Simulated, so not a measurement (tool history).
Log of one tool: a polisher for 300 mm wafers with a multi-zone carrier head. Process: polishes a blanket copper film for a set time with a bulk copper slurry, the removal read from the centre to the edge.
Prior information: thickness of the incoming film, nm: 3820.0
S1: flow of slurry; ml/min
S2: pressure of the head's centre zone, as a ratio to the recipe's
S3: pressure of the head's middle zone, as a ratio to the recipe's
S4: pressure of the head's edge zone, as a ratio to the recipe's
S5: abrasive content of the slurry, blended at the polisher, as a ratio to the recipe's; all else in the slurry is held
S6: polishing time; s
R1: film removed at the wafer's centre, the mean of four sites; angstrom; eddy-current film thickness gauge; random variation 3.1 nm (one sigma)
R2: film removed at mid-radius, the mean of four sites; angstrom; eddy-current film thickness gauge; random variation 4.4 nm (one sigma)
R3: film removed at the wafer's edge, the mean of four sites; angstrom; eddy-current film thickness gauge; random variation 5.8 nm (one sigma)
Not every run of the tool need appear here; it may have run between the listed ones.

run	hour	S1	S2	S3	S4	S5	S6	R1	R2	R3
1	0.0	195	1.00	1.00	1.00	1.00	32	3433.9	3349.1	3289.4
2	5.6	195	1.00	1.00	1.00	1.00	29	3097.8	3067.0	2952.0
3	10.7	200	0.96	1.03	1.04	1.10	30	3135.6	3292.9	3207.3
4	14.4	200	0.88	1.03	1.04	1.10	30	2873.4	3286.2	3248.2
5	19.4	150	0.88	1.03	1.04	1.10	30	2766.6	3196.9	3189.6
6	21.3	155	0.87	1.06	1.06	1.20	31	2908.3	3418.8	3301.0
7	24.7	160	0.86	1.08	1.09	1.20	32	2956.1	3656.3	3453.5
8	29.8	165	0.85	1.08	1.11	1.25	33	3007.0	3800.5	3634.9
9	35.9	175	0.85	1.08	1.13	1.30	33	3093.9	3880.1	3803.9
10	36.7	185	0.85	1.09	1.14	1.30	33	3086.0	3875.3	3821.3
11	41.3	195	0.85	1.11	1.15	1.35	33	3232.3	4028.1	3792.2
12	44.5	190	0.84	1.11	1.16	1.35	33	3066.8	4065.6	3868.1

What will run 13 give?
13	45.9	195	0.84	1.11	1.17	1.40	33	?	?	?

{"run 13": {"R1": 3161.3, "R2": 3988.7, "R3": 3839.4}}

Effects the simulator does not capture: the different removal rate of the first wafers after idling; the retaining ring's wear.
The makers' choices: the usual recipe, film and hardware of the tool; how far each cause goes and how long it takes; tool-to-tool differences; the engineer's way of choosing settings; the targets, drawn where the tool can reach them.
